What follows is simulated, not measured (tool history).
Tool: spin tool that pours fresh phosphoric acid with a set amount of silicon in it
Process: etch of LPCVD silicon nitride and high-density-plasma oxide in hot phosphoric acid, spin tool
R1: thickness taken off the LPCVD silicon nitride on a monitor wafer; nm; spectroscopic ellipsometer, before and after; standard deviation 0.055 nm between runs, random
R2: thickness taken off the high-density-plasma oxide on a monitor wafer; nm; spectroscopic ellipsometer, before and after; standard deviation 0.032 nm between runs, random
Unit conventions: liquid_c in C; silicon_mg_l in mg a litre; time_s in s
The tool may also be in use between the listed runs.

run 1 hour=0.0 | liquid_c=163.0 silicon_mg_l=12.5 time_s=125 | R1=10.1920 R2=0.39455
run 2 hour=4.2 | liquid_c=163.5 silicon_mg_l=14.5 time_s=130 | R1=10.7810 R2=0.40663
run 3 hour=9.9 | liquid_c=163.5 silicon_mg_l=14.5 time_s=105 | R1=8.7036 R2=0.35900
run 4 hour=16.6 | liquid_c=162.5 silicon_mg_l=14.5 time_s=105 | R1=8.4309 R2=0.30771
run 5 hour=23.9 | liquid_c=162.5 silicon_mg_l=14.5 time_s=150 | R1=12.0630 R2=0.47880
run 6 hour=24.9 | liquid_c=162.5 silicon_mg_l=14.5 time_s=110 | R1=8.7776 R2=0.33821

Forecast run 7:
run 7 hour=28.9 | liquid_c=163.0 silicon_mg_l=16.0 time_s=115 | R1=? R2=?

R1: 9.3752 nm
R2: 0.38299 nm
